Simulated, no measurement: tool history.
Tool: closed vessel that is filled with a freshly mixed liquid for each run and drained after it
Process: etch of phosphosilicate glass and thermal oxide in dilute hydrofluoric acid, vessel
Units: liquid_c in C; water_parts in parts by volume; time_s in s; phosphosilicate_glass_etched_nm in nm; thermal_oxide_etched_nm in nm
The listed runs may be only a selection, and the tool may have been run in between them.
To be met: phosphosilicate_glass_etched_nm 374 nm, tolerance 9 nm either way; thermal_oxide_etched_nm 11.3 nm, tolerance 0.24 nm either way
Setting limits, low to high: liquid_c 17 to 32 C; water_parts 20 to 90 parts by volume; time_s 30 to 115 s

run	hour	liquid_c	water_parts	time_s	phosphosilicate_glass_etched_nm	thermal_oxide_etched_nm
1	0	24	50	60	192.17	5.7973
2	3.9	24	40	60	245.46	7.3895
3	11.2	25.5	40	60	261.12	7.8472
4	16.6	25.5	50	60	205.6	6.1719
5	17.9	27	45	60	241.46	7.2582
6	23.6	27	45	35	142.38	4.3051
7	28.9	31	25	50	441.79	13.18
8	35.9	30.5	25	50	430.46	13.167
9	42.1	30	25	50	426.32	12.782
10	49.8	29.5	25	50	414.4	12.624
11	53.4	29	25	50	407.99	12.389
12	60.4	28.5	25	50	399.48	12.07
13	65.7	28	25	50	392.34	11.924

Which single option among these 4 for the next run brings every result within its allowed miss of target? Just one does.
A	71	28	20	40	?	?
B	71	30.5	30	55	?	?
C	71	24	25	60	?	?
D	71	29	35	65	?	?

move	phosphosilicate_glass_etched_nm	thermal_oxide_etched_nm
A	393.26	11.828
B	391.56	11.776
C	397.72	11.961
D	370.84	11.153
A: moves toward the targets from the last run without getting all of them in spec
B: moves toward the targets from the last run without getting all of them in spec
C: moves away from the targets compared with the last run
D: hits every target within its allowed miss
D is the move that brings every result within its allowed miss.
